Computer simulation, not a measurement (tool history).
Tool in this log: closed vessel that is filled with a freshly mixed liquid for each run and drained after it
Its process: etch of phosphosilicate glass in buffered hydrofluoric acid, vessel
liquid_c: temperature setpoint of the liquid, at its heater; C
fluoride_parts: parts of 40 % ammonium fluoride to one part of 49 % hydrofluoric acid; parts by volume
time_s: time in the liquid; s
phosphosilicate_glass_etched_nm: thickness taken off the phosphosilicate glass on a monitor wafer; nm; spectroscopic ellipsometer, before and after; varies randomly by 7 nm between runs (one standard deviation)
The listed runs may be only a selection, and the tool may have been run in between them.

run	day	liquid_c	fluoride_parts	time_s	phosphosilicate_glass_etched_nm
1	0.000	23.0	14.0	90	477.28
2	0.383	23.0	14.0	90	492.17
3	0.583	25.5	13.0	90	602.97
4	0.692	25.5	16.5	90	469.73
5	0.742	27.0	14.5	90	579.22
6	1.054	27.0	16.5	90	514.18
7	1.271	28.0	14.5	90	614.00

Predict the results of run 8:
8	1.342	29.0	13.0	90	?

phosphosilicate_glass_etched_nm: 728.48 nm

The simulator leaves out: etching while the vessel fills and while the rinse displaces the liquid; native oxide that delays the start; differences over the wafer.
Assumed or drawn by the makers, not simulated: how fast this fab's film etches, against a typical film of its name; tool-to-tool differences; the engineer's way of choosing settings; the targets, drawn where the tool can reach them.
